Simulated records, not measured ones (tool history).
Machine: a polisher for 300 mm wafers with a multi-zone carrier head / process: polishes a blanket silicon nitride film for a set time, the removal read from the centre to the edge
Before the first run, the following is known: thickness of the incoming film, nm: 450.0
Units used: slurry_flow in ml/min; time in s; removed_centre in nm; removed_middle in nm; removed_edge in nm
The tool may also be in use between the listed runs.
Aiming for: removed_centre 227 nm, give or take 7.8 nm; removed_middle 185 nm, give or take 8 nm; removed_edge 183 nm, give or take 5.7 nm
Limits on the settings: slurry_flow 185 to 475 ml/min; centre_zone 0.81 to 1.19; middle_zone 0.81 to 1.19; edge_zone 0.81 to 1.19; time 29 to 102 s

run,day,slurry_flow,centre_zone,middle_zone,edge_zone,time,removed_centre,removed_middle,removed_edge
1,0,305,1,1,1,65,137.15,134.64,136.17
2,0.192,305,1,1,1,56,119.5,114.87,116.26
3,0.229,325,1.06,1,0.99,64,144.37,133.43,133.08
4,0.296,340,1.1,0.99,0.98,70,166.22,144.1,144.33
5,0.662,350,1.13,1,0.99,74,179.84,154.21,154.94
6,0.871,355,1.15,1,0.98,77,191.39,162.93,157.7
7,0.983,360,1.16,1,0.99,80,197.84,167.94,170.15
8,1.212,365,1.17,1,0.98,82,206.6,173.71,168.83
9,1.358,365,1.18,0.99,0.98,84,218.34,172.72,173.69
10,1.408,370,1.18,1,0.98,85,212.22,178,179.1
11,1.633,365,1.18,1,0.97,86,212.88,180.14,180.09
12,1.896,390,1.18,1,0.97,86,220.75,177.32,177.99

5 next moves are on the table. One of them brings every result within its allowed miss. Which?
A,2.158,360,1.12,0.97,0.99,88,?,?,?
B,2.158,405,1.18,1.04,0.95,83,?,?,?
C,2.158,340,1.19,1.13,0.95,82,?,?,?
D,2.158,315,1.11,1,0.93,88,?,?,?
E,2.158,355,1.17,0.99,0.94,90,?,?,?

move,removed_centre,removed_middle,removed_edge
A,211.08,180.44,183.8
B,211.63,181.78,170.79
C,208.45,190.67,167.11
D,207.21,183.53,177.17
E,225.39,187.53,183.24
A: brings the result that was furthest off to its target, and leaves another outside
B: brings the result that was furthest off to its target, and leaves another outside
C: brings the result that was furthest off to its target, and leaves another outside
D: brings the result that was furthest off to its target, and leaves another outside
E: every result lands within tolerance
Answer: E

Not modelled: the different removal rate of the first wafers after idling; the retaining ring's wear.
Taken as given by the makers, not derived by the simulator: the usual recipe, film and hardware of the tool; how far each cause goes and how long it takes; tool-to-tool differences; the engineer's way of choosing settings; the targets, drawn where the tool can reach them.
